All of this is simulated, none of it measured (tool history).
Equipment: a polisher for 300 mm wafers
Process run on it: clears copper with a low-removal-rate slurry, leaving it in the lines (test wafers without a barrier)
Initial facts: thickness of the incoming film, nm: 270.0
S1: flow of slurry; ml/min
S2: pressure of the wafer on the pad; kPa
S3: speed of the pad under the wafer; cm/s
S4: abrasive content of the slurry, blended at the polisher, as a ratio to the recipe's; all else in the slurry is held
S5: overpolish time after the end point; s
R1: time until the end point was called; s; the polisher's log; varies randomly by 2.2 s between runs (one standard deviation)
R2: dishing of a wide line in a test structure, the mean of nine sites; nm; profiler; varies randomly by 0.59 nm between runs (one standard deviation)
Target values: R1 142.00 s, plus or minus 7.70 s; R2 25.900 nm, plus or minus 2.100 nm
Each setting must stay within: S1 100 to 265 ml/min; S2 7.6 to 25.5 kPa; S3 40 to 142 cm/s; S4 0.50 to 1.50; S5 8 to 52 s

run 1 hour=0.0 | S1=170 S2=16.5 S3=90 S4=1.00 S5=26 | R1=123.45 R2=37.597
run 2 hour=6.7 | S1=170 S2=15.9 S3=90 S4=1.00 S5=25 | R1=128.15 R2=35.458
run 3 hour=9.7 | S1=170 S2=17.9 S3=90 S4=1.00 S5=25 | R1=113.64 R2=40.846
run 4 hour=18.1 | S1=170 S2=17.2 S3=90 S4=1.00 S5=24 | R1=117.99 R2=38.013
run 5 hour=22.2 | S1=170 S2=16.5 S3=90 S4=1.00 S5=23 | R1=120.31 R2=34.813
run 6 hour=23.1 | S1=170 S2=15.9 S3=90 S4=1.00 S5=23 | R1=130.26 R2=34.027
run 7 hour=30.1 | S1=170 S2=15.9 S3=90 S4=1.00 S5=22 | R1=128.36 R2=31.581
run 8 hour=35.3 | S1=170 S2=15.2 S3=90 S4=1.00 S5=21 | R1=131.72 R2=29.886

Next run, 5 choices. One meets every target within its allowed miss, the rest don't. Which?
run A hour=40.5 | S1=180 S2=10.3 S3=118 S4=1.00 S5=25 | R1=? R2=?
run B hour=40.5 | S1=155 S2=14.5 S3=92 S4=1.05 S5=29 | R1=? R2=?
run C hour=40.5 | S1=195 S2=17.2 S3=84 S4=1.10 S5=21 | R1=? R2=?
run D hour=40.5 | S1=150 S2=10.3 S3=134 S4=0.90 S5=19 | R1=? R2=?
run E hour=40.5 | S1=215 S2=11.7 S3=104 S4=1.15 S5=26 | R1=? R2=?

move=A R1=149.91 R2=31.171
move=B R1=138.39 R2=38.673
move=C R1=121.11 R2=33.418
move=D R1=139.87 R2=26.220
move=E R1=142.35 R2=33.952
A: moves away from the targets compared with the last run
B: moves away from the targets compared with the last run
C: moves away from the targets compared with the last run
D: each result inside its tolerance
E: moves away from the targets compared with the last run
So the answer is move D, the one that meets all the targets.

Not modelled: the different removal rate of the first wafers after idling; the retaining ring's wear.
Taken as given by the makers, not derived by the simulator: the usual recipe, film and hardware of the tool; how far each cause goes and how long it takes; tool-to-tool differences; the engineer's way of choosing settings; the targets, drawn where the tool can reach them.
